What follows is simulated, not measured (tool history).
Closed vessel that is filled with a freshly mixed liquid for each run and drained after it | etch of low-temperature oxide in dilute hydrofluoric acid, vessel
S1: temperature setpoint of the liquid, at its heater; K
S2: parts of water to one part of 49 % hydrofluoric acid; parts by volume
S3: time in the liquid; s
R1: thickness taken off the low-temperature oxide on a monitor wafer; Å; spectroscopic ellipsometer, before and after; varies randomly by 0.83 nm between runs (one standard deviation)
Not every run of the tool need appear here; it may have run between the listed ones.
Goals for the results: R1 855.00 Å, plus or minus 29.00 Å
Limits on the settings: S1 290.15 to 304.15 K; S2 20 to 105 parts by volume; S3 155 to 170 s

run	hour	S1	S2	S3	R1
1	0.0	296.15	55	155	685.95
2	5.7	296.15	65	155	576.56
3	11.3	292.65	65	155	503.31
4	15.0	294.65	65	155	547.94
5	16.2	297.65	65	155	613.68
6	18.3	299.15	65	155	644.10
7	20.4	300.15	65	155	684.37
8	21.8	301.15	65	155	696.77
9	25.2	301.65	65	155	710.40
10	28.5	302.15	65	155	740.10
11	36.2	302.65	65	155	746.83
12	44.8	303.15	65	155	753.45

5 next moves are on the table. One of them brings every result within its allowed miss. Which?
A	53.4	303.65	65	155	?
B	53.4	301.65	55	165	?
C	53.4	300.65	65	160	?
D	53.4	303.15	60	160	?
E	53.4	300.65	55	170	?

move	R1
A	770.21
B	909.71
C	707.24
D	851.23
E	900.80
A: moves toward the targets from the last run without getting all of them in spec
B: the result that was furthest off in the last run now lies on the other side of its target
C: its largest miss is bigger than the last run's
D: every result lands within tolerance
E: the result that was furthest off in the last run now lies on the other side of its target
Correct choice: D, which meets every target

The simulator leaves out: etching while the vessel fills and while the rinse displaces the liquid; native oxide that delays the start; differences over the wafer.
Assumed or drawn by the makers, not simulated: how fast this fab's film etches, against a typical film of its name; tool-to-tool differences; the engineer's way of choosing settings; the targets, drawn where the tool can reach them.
